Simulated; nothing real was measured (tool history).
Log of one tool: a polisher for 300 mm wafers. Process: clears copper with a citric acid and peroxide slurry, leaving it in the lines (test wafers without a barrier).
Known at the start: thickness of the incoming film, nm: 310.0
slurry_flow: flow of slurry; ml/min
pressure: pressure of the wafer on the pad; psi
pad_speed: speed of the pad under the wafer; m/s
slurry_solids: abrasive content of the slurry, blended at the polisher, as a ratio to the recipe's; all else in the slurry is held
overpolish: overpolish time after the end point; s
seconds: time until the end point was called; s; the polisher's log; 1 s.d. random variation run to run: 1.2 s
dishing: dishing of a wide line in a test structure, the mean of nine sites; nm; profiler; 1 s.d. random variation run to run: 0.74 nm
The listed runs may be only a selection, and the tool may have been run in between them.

run    day  slurry_flow  pressure  pad_speed  slurry_solids  overpolish  seconds  dishing
  1      0          275       2.5       1.18              1          28    139.2   41.581
  2  0.346          275       2.6       1.18              1          29   135.77   43.629
  3  0.625          275       2.7       1.18              1          30   130.59   47.821
  4  0.817          315       2.7       1.18              1          30    126.4   47.841
  5  1.142          315       2.7       0.88              1          30   156.89   41.214
  6  1.304          315       2.7       0.88              1          20   155.09   28.723
  7  1.679          305       2.9        0.9              1          23   145.72   34.224
  8  1.888          295       3.1       0.92              1          25   133.63   39.256
  9  2.112          290       3.2       0.92              1          27   131.82   43.467

Run 10, settings as shown, results not yet in. Your forecast:
 10  2.35          290       3.3       0.92              1          28        ?        ?

Run 10 gave seconds 126.42 s, dishing 46.124 nm.
